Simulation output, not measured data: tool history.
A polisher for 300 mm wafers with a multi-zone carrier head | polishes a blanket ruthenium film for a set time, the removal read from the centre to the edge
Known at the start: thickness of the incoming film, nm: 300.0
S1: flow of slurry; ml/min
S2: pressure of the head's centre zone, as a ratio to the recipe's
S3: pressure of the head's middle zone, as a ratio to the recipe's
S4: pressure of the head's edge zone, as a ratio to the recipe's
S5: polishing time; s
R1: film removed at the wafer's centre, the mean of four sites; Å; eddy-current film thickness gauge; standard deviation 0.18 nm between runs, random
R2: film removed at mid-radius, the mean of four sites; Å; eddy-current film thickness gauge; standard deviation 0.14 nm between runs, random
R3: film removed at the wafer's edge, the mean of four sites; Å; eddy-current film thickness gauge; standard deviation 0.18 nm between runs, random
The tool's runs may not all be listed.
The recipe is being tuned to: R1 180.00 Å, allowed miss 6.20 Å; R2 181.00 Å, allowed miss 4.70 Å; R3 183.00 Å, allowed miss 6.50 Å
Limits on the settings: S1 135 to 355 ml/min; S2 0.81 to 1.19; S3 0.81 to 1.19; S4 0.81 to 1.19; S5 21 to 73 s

| run | hour | S1 | S2 | S3 | S4 | S5 | R1 | R2 | R3 |
|---|---|---|---|---|---|---|---|---|---|
| 1 | 0.0 | 225 | 1.00 | 1.00 | 1.00 | 47 | 310.53 | 307.34 | 310.64 |
| 2 | 5.9 | 255 | 1.00 | 1.00 | 1.00 | 47 | 311.19 | 309.57 | 311.80 |
| 3 | 12.2 | 255 | 1.00 | 1.00 | 1.05 | 47 | 313.82 | 314.05 | 321.43 |
| 4 | 13.7 | 255 | 0.98 | 0.99 | 1.01 | 42 | 277.45 | 276.69 | 284.99 |
| 5 | 17.5 | 255 | 0.92 | 0.99 | 1.01 | 42 | 259.72 | 278.61 | 280.32 |
| 6 | 19.4 | 255 | 0.92 | 0.99 | 1.01 | 34 | 208.32 | 224.37 | 228.33 |
| 7 | 24.6 | 205 | 0.92 | 0.89 | 0.91 | 29 | 175.41 | 169.78 | 183.14 |
| 8 | 27.3 | 205 | 0.92 | 0.89 | 0.91 | 29 | 172.12 | 166.99 | 184.20 |
| 9 | 30.2 | 215 | 0.92 | 0.90 | 0.90 | 29 | 173.95 | 171.10 | 183.03 |
| 10 | 31.8 | 225 | 0.92 | 0.91 | 0.89 | 29 | 179.13 | 175.18 | 181.08 |
| 11 | 39.6 | 230 | 0.92 | 0.91 | 0.89 | 29 | 176.21 | 175.88 | 182.33 |

Exercise: of the 5 proposed moves below, exactly one satisfies all targets within the stated allowed misses. Which move is it?
| A | 47.4 | 225 | 0.98 | 0.87 | 0.87 | 30 | ? | ? | ? |
| B | 47.4 | 235 | 0.98 | 0.98 | 0.85 | 30 | ? | ? | ? |
| C | 47.4 | 210 | 0.93 | 0.93 | 0.87 | 30 | ? | ? | ? |
| D | 47.4 | 260 | 0.87 | 0.99 | 0.89 | 29 | ? | ? | ? |
| E | 47.4 | 230 | 0.92 | 0.90 | 0.85 | 29 | ? | ? | ? |

| move | R1 | R2 | R3 |
|---|---|---|---|
| A | 195.63 | 174.69 | 185.10 |
| B | 197.10 | 194.08 | 183.73 |
| C | 183.55 | 182.80 | 183.54 |
| D | 171.42 | 191.77 | 183.09 |
| E | 178.09 | 174.26 | 177.41 |
A: misses by more than the last run did
B: moves the result that the last run missed by most past its target, out the other side
C: all results land within tolerance of their targets
D: moves the result that the last run missed by most past its target, out the other side
E: misses by more than the last run did
Go with C: it meets all targets.
